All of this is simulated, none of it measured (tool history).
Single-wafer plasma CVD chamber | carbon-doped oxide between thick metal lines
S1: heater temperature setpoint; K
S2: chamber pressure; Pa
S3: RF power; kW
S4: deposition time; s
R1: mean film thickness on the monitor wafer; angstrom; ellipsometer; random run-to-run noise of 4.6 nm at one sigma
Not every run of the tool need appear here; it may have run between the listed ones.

run  hour      S1   S2     S3   S4      R1
  1   0.0  648.15  785  0.415  136  6164.6
  2   1.3  648.15  785  0.440  136  6517.4
  3   7.8  648.15  795  0.455  136  6738.1
  4  12.8  648.15  695  0.455  136  6556.7
  5  16.9  648.15  595  0.455  136  6417.1
  6  25.3  653.15  595  0.455  136  6319.6
  7  33.1  652.15  637  0.470  136  6590.6
  8  35.9  651.15  675  0.480  136  6768.3
  9  41.3  650.15  705  0.490  136  6964.3

What does the tool deliver on the next run?
 10  43.5  649.15  732  0.500  136   ?

Run 10 gave R1 7131.4 angstrom.

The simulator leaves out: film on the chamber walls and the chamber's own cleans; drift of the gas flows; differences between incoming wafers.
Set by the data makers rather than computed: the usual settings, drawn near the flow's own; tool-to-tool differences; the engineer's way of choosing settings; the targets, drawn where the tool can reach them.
